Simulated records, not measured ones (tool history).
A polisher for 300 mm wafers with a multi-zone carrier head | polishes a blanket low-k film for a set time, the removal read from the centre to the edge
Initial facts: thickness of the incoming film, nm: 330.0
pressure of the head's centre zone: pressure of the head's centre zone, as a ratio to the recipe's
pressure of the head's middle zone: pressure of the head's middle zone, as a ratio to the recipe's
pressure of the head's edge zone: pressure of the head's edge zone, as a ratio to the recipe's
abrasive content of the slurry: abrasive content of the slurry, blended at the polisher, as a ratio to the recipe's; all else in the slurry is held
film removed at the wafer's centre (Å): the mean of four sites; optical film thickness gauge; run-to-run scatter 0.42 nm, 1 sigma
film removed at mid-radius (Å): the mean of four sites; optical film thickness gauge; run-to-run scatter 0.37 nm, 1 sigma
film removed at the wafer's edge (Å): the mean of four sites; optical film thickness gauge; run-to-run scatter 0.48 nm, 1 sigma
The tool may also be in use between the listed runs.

| run | hour | flow of slurry (ml/min) | pressure of the head's centre zone | pressure of the head's middle zone | pressure of the head's edge zone | abrasive content of the slurry | polishing time (s) | film removed at the wafer's centre (Å) | film removed at mid-radius (Å) | film removed at the wafer's edge (Å) |
|---|---|---|---|---|---|---|---|---|---|---|
| 1 | 0.0 | 230 | 1.00 | 1.00 | 1.00 | 1.00 | 64 | 353.51 | 369.95 | 361.22 |
| 2 | 7.3 | 245 | 1.04 | 1.01 | 1.04 | 1.15 | 66 | 396.31 | 401.80 | 398.14 |
| 3 | 10.7 | 245 | 1.04 | 1.01 | 1.04 | 1.00 | 66 | 380.45 | 383.88 | 386.26 |
| 4 | 13.9 | 245 | 1.04 | 1.01 | 1.12 | 1.00 | 66 | 381.11 | 383.37 | 386.93 |
| 5 | 22.8 | 260 | 1.07 | 1.02 | 1.13 | 1.15 | 69 | 435.05 | 431.07 | 435.67 |
| 6 | 25.2 | 260 | 1.01 | 1.02 | 1.13 | 1.15 | 69 | 411.85 | 431.10 | 427.83 |
| 7 | 33.9 | 260 | 1.01 | 1.02 | 1.13 | 1.15 | 69 | 409.57 | 429.66 | 427.80 |
| 8 | 37.4 | 270 | 1.05 | 1.03 | 1.14 | 1.25 | 71 | 458.54 | 465.43 | 470.04 |
| 9 | 44.6 | 285 | 1.09 | 1.05 | 1.14 | 1.30 | 71 | 473.90 | 481.07 | 474.72 |
| 10 | 52.5 | 285 | 1.12 | 1.05 | 1.14 | 1.35 | 72 | 506.46 | 491.40 | 493.75 |

Estimate the outcome of run 11 from the log above:
| 11 | 58.7 | 290 | 1.14 | 1.06 | 1.15 | 1.40 | 73 | ? | ? | ? |

For run 11 the tool returned film removed at the wafer's centre (Å) 520.44, film removed at mid-radius (Å) 512.29, film removed at the wafer's edge (Å) 498.83.

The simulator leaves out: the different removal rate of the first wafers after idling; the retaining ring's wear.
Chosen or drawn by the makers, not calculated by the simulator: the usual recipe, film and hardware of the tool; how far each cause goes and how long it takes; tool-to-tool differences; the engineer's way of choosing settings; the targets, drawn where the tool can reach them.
